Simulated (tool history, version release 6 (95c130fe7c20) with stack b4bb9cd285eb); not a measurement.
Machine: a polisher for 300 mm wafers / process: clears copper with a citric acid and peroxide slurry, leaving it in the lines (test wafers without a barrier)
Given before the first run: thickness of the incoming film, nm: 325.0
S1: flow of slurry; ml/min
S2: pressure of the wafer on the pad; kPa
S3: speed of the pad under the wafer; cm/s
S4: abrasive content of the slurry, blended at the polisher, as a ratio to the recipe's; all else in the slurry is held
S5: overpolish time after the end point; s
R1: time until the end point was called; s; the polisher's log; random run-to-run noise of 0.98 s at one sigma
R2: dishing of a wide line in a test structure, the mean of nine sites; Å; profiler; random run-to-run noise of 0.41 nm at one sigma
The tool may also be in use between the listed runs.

Run 1, hour 0: S1 300 ml/min, S2 21.4 kPa, S3 110 cm/s, S4 1, S5 9 s. Result: R1 111.17 s, R2 219.12 Å.
Run 2, hour 3.2: S1 300 ml/min, S2 21.4 kPa, S3 128 cm/s, S4 1, S5 9 s. Result: R1 98.165 s, R2 246.33 Å.
Run 3, hour 9.8: S1 300 ml/min, S2 21.4 kPa, S3 150 cm/s, S4 1, S5 9 s. Result: R1 84.966 s, R2 272.09 Å.
Run 4, hour 11: S1 300 ml/min, S2 21.4 kPa, S3 150 cm/s, S4 1, S5 7 s. Result: R1 82.176 s, R2 223.94 Å.
Run 5, hour 14.6: S1 300 ml/min, S2 22.8 kPa, S3 150 cm/s, S4 1, S5 7 s. Result: R1 78.901 s, R2 234.28 Å.
Run 6, hour 21: S1 300 ml/min, S2 22.8 kPa, S3 150 cm/s, S4 1.15, S5 7 s. Result: R1 76.073 s, R2 240.15 Å.

Run 7 has not been measured yet. What should we expect?
Run 7, hour 22: S1 300 ml/min, S2 23.4 kPa, S3 150 cm/s, S4 1.15, S5 7 s. Result: R1 ?, R2 ?.

Run 7 gave R1 74.586 s, R2 243.17 Å.
